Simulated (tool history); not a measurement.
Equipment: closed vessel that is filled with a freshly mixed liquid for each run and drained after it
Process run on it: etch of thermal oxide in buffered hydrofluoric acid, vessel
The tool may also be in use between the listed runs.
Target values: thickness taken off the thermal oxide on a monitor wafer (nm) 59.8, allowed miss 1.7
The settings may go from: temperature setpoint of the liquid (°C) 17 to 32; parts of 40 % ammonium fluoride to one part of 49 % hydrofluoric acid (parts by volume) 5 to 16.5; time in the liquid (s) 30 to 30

run,hour,temperature setpoint of the liquid (°C),parts of 40 % ammonium fluoride to one part of 49 % hydrofluoric acid (parts by volume),time in the liquid (s),thickness taken off the thermal oxide on a monitor wafer (nm)
1,0,24,10,30,35.105
2,8.7,24,8,30,42.693
3,11.8,24,8,30,42.711
4,16.3,26,8,30,47.657
5,20.8,27,8,30,50.279
6,25.4,27,8,30,50.545
7,28.3,28,8,30,53.508
8,33.1,28.5,8,30,54.731
9,35,29,8,30,55.984
10,43.1,29,8,30,55.853
11,51.4,29.5,8,30,56.931

Of the 4 settings listed for the next run, only one would bring every result within its allowed miss of target. Which one?
A,59.7,27.5,7,30,?
B,59.7,26.5,7,30,?
C,59.7,27,7.5,30,?
D,59.7,30,7.5,30,?

move,thickness taken off the thermal oxide on a monitor wafer (nm)
A,59.77
B,56.663
C,54.025
D,63.313
A: meets every target
B: its largest miss is bigger than the last run's
C: its largest miss is bigger than the last run's
D: pushes the last run's worst result past its target
The right move is A.
